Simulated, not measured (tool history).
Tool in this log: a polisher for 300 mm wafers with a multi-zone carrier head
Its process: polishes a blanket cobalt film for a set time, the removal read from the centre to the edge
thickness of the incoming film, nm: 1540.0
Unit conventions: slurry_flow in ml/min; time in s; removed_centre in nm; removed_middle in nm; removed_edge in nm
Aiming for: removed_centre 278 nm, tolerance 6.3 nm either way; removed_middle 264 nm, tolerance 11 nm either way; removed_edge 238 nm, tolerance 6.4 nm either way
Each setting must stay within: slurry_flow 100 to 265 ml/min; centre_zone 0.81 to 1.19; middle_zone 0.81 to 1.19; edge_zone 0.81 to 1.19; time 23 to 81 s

run	hour	slurry_flow	centre_zone	middle_zone	edge_zone	time	removed_centre	removed_middle	removed_edge
1	0	170	1	1	1	52	320.86	333.97	326.69
2	2.4	170	1	1.06	1	52	321.73	339.22	330.92
3	9.7	170	1.01	1.05	0.98	51	320.72	341.03	315.92
4	13.6	145	1.01	1.05	0.98	51	310	332.73	310.45
5	15	145	1.01	0.98	0.98	51	311.18	302.95	313.83
6	21.6	145	1.01	0.98	0.98	40	244.72	245.19	244.68
7	24.3	150	1.02	0.98	0.97	40	245.14	238.79	248.36
8	28.2	155	1.04	1	0.96	40	254.83	244.7	246.1
9	35.4	205	1.08	1.06	0.88	39	271.28	258.94	238.76

Below are 4 possible settings for the next run. Only one of them brings all results inside the allowed miss of their targets. Which is it?
A	42.6	195	1.17	1.09	0.87	39	?	?	?
B	42.6	205	1.08	1.12	0.9	38	?	?	?
C	42.6	195	1.13	1.07	0.92	39	?	?	?
D	42.6	210	1.11	0.95	0.89	39	?	?	?

move	removed_centre	removed_middle	removed_edge
A	292.02	273.79	236.66
B	264.57	275.05	235.28
C	281.93	269.53	242.85
D	279.8	246.25	241.36
A: moves the result that the last run missed by most past its target, out the other side
B: lands further from the targets than the last run did
C: each result inside its tolerance
D: corrects the largest miss of the last run, while another result sits out of spec
Answer: C
